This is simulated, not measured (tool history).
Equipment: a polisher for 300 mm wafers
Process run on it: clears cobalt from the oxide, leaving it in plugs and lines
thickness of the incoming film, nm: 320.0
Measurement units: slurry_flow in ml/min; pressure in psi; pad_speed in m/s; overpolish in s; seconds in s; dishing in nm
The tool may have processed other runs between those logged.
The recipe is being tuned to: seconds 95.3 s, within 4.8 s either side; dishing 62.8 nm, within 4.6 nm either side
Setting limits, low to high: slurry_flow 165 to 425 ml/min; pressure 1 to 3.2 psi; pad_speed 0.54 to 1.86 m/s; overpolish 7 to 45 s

{"run": 1, "hour": 0.0, "slurry_flow": 275, "pressure": 2.1, "pad_speed": 1.18, "overpolish": 23, "seconds": 45.608, "dishing": 80.952}
{"run": 2, "hour": 1.0, "slurry_flow": 275, "pressure": 2, "pad_speed": 1.14, "overpolish": 23, "seconds": 49.307, "dishing": 78.323}
{"run": 3, "hour": 9.4, "slurry_flow": 275, "pressure": 1.7, "pad_speed": 1.14, "overpolish": 23, "seconds": 58.107, "dishing": 70.715}
{"run": 4, "hour": 18.2, "slurry_flow": 275, "pressure": 1.7, "pad_speed": 1.14, "overpolish": 18, "seconds": 57.527, "dishing": 64.457}
{"run": 5, "hour": 20.6, "slurry_flow": 275, "pressure": 1.6, "pad_speed": 1.12, "overpolish": 19, "seconds": 62.572, "dishing": 59.722}
{"run": 6, "hour": 29.0, "slurry_flow": 275, "pressure": 1.5, "pad_speed": 1.1, "overpolish": 21, "seconds": 66.909, "dishing": 64.122}
{"run": 7, "hour": 30.4, "slurry_flow": 275, "pressure": 1.4, "pad_speed": 1.08, "overpolish": 22, "seconds": 74.489, "dishing": 60.086}
{"run": 8, "hour": 34.4, "slurry_flow": 275, "pressure": 1.4, "pad_speed": 1.08, "overpolish": 23, "seconds": 74.01, "dishing": 66.411}
{"run": 9, "hour": 40.0, "slurry_flow": 275, "pressure": 1.4, "pad_speed": 1.08, "overpolish": 23, "seconds": 72.541, "dishing": 63.788}
{"run": 10, "hour": 45.2, "slurry_flow": 275, "pressure": 1.4, "pad_speed": 1.08, "overpolish": 24, "seconds": 74.141, "dishing": 64.365}
{"run": 11, "hour": 48.4, "slurry_flow": 275, "pressure": 1.4, "pad_speed": 1.08, "overpolish": 25, "seconds": 74.496, "dishing": 66.079}
{"run": 12, "hour": 50.2, "slurry_flow": 275, "pressure": 1.2, "pad_speed": 1.06, "overpolish": 27, "seconds": 88.032, "dishing": 65.07}

Pick the move, out of 5, that brings all results within their allowed miss; only one does.
{"run": "A", "hour": 52.0, "slurry_flow": 270, "pressure": 1.2, "pad_speed": 1.1, "overpolish": 26, "seconds": "?", "dishing": "?"}
{"run": "B", "hour": 52.0, "slurry_flow": 255, "pressure": 1.3, "pad_speed": 0.8, "overpolish": 43, "seconds": "?", "dishing": "?"}
{"run": "C", "hour": 52.0, "slurry_flow": 250, "pressure": 1.2, "pad_speed": 1.1, "overpolish": 28, "seconds": "?", "dishing": "?"}
{"run": "D", "hour": 52.0, "slurry_flow": 280, "pressure": 1.5, "pad_speed": 0.76, "overpolish": 28, "seconds": "?", "dishing": "?"}
{"run": "E", "hour": 52.0, "slurry_flow": 225, "pressure": 1.1, "pad_speed": 1.2, "overpolish": 39, "seconds": "?", "dishing": "?"}

move=A seconds=85.292 dishing=63.169
move=B seconds=108.09 dishing=73.204
move=C seconds=86.045 dishing=65.604
move=D seconds=97.989 dishing=60.839
move=E seconds=87.034 dishing=77.215
A: lands further from the targets than the last run did
B: takes the result that was furthest off past its target
C: lands further from the targets than the last run did
D: all results land within tolerance of their targets
E: lands further from the targets than the last run did
Answer: D
